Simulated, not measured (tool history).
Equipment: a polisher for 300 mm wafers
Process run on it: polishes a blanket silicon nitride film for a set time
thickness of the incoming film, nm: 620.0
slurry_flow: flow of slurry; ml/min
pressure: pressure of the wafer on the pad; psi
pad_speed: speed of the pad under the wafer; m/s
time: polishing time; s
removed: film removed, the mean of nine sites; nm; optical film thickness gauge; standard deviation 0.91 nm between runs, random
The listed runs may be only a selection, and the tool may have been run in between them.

Run 1, hour 0.0: slurry_flow 205 ml/min, pressure 4.1 psi, pad_speed 1.02 m/s, time 40 s. Result: removed 75.037 nm.
Run 2, hour 1.4: slurry_flow 210 ml/min, pressure 4.4 psi, pad_speed 1.02 m/s, time 40 s. Result: removed 79.128 nm.
Run 3, hour 5.1: slurry_flow 210 ml/min, pressure 4.7 psi, pad_speed 1.02 m/s, time 40 s. Result: removed 84.543 nm.
Run 4, hour 6.2: slurry_flow 210 ml/min, pressure 4.7 psi, pad_speed 1.02 m/s, time 36 s. Result: removed 76.175 nm.
Run 5, hour 10.2: slurry_flow 210 ml/min, pressure 4.7 psi, pad_speed 1.02 m/s, time 36 s. Result: removed 76.205 nm.
Run 6, hour 11.0: slurry_flow 210 ml/min, pressure 5.1 psi, pad_speed 1.02 m/s, time 36 s. Result: removed 80.256 nm.
Run 7, hour 11.7: slurry_flow 210 ml/min, pressure 5.1 psi, pad_speed 1.02 m/s, time 36 s. Result: removed 81.780 nm.
Run 8, hour 20.1: slurry_flow 210 ml/min, pressure 5.4 psi, pad_speed 1.02 m/s, time 36 s. Result: removed 84.106 nm.
Run 9, hour 26.6: slurry_flow 215 ml/min, pressure 5.7 psi, pad_speed 1.04 m/s, time 36 s. Result: removed 89.644 nm.

What does the tool deliver on the next run?
Run 10, hour 30.8: slurry_flow 215 ml/min, pressure 5.9 psi, pad_speed 1.04 m/s, time 36 s. Result: removed ?.

Run 10 produced removed 92.401 nm.

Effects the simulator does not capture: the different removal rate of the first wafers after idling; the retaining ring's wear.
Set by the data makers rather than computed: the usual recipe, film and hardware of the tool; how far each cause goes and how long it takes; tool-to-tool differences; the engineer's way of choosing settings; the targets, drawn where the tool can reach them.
